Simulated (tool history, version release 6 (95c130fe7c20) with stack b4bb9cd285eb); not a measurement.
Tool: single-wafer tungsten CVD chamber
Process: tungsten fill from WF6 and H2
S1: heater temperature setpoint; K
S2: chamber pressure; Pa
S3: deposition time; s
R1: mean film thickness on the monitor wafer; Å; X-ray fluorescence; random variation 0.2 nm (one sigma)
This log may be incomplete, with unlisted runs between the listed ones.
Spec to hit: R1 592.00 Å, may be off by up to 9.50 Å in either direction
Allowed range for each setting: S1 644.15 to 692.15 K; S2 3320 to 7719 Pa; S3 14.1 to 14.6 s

run  hour      S1    S2    S3      R1
  1   0.0  668.15  5520  14.1  459.55
  2   2.0  668.15  5520  14.1  459.86
  3   5.4  658.15  5520  14.1  391.90
  4  12.6  663.15  5533  14.1  424.42
  5  13.8  663.15  4586  14.1  389.19
  6  22.4  663.15  4586  14.1  387.97
  7  27.6  675.15  4680  14.1  474.62
  8  31.5  677.15  4693  14.1  494.72
  9  32.8  679.15  4693  14.1  511.05
 10  41.7  681.15  4693  14.1  521.47
 11  43.1  682.15  4693  14.1  533.15
 12  47.8  688.15  4720  14.1  580.38

Which single option among these 4 for the next run brings every result within its allowed miss of target? Just one does.
  A  52.5  687.15  4773  14.4   ?
  B  52.5  689.15  4186  14.1   ?
  C  52.5  686.15  4760  14.1   ?
  D  52.5  684.15  4706  14.6   ?

move      R1
   A  591.10
   B  559.48
   C  569.79
   D  570.40
A: every result within its allowed miss
B: its largest miss is bigger than the last run's
C: its largest miss is bigger than the last run's
D: its largest miss is bigger than the last run's
Move A is the one to make.

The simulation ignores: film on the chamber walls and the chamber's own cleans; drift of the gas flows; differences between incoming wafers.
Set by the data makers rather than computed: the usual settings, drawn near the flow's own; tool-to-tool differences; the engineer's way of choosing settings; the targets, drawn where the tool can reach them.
